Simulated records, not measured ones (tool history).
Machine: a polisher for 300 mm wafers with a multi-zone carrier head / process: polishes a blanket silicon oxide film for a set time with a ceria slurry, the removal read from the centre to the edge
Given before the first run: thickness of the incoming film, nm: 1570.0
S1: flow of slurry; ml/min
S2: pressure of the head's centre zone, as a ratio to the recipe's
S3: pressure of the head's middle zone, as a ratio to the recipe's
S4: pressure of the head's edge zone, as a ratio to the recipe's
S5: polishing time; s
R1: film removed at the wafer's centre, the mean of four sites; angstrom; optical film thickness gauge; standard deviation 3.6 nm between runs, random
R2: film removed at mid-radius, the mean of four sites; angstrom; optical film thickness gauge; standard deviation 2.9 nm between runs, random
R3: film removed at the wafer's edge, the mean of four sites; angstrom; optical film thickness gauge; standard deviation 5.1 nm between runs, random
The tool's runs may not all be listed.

run 1 hour=0.0 | S1=145 S2=1.00 S3=1.00 S4=1.00 S5=56 | R1=2198.6 R2=2254.7 R3=2257.1
run 2 hour=1.0 | S1=145 S2=1.00 S3=1.00 S4=1.00 S5=69 | R1=2723.1 R2=2775.3 R3=2837.9
run 3 hour=2.4 | S1=145 S2=0.94 S3=1.00 S4=1.00 S5=69 | R1=2552.3 R2=2780.8 R3=2761.7
run 4 hour=6.7 | S1=150 S2=0.97 S3=0.99 S4=1.02 S5=69 | R1=2679.8 R2=2795.5 R3=2754.4
run 5 hour=12.1 | S1=150 S2=0.91 S3=0.99 S4=1.02 S5=69 | R1=2513.8 R2=2767.2 R3=2800.3
run 6 hour=14.3 | S1=130 S2=0.91 S3=0.99 S4=1.02 S5=69 | R1=2438.4 R2=2727.6 R3=2788.3
run 7 hour=16.8 | S1=125 S2=0.94 S3=0.98 S4=1.03 S5=71 | R1=2527.3 R2=2701.2 R3=2816.8
run 8 hour=19.1 | S1=165 S2=1.04 S3=0.90 S4=1.13 S5=80 | R1=3269.8 R2=3039.9 R3=3476.1

For run 9, what comes out?
run 9 hour=27.4 | S1=165 S2=1.05 S3=0.90 S4=1.13 S5=80 | R1=? R2=? R3=?

Run 9 yielded R1 3388.3 angstrom, R2 3004.0 angstrom, R3 3515.1 angstrom.
